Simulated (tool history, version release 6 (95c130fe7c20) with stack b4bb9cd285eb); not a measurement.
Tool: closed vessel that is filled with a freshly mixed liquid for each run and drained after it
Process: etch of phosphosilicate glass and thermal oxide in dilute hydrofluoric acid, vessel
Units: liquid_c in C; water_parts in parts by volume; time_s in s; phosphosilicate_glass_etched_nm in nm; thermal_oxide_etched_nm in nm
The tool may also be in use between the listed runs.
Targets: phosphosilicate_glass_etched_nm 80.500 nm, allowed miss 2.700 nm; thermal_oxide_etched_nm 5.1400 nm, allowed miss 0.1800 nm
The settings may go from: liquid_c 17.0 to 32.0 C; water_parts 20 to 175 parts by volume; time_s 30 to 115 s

run,hour,liquid_c,water_parts,time_s,phosphosilicate_glass_etched_nm,thermal_oxide_etched_nm
1,0.0,24.0,95,60,42.676,2.7591
2,4.7,24.0,95,45,32.014,2.0445
3,13.4,24.0,95,60,43.109,2.6628
4,16.0,26.0,95,60,45.903,2.9527
5,21.0,27.0,85,60,54.833,3.4309
6,27.2,27.0,85,80,73.623,4.6092
7,29.1,27.5,85,80,73.972,4.7025
8,33.2,28.0,85,80,76.204,4.7778
9,41.6,28.5,85,80,75.185,5.0183
10,50.8,28.0,85,80,75.424,4.8821

4 next moves are on the table. One of them brings every result within its allowed miss. Which?
A,60.0,26.5,50,55,?,?
B,60.0,30.0,100,85,?,?
C,60.0,24.5,80,85,?,?
D,60.0,27.0,65,65,?,?

move,phosphosilicate_glass_etched_nm,thermal_oxide_etched_nm
A,87.024,5.5524
B,71.801,4.5811
C,74.497,4.7532
D,79.030,5.0424
A: takes the result that was furthest off past its target
B: further off than the last run
C: further off than the last run
D: meets every target
The right move is D.
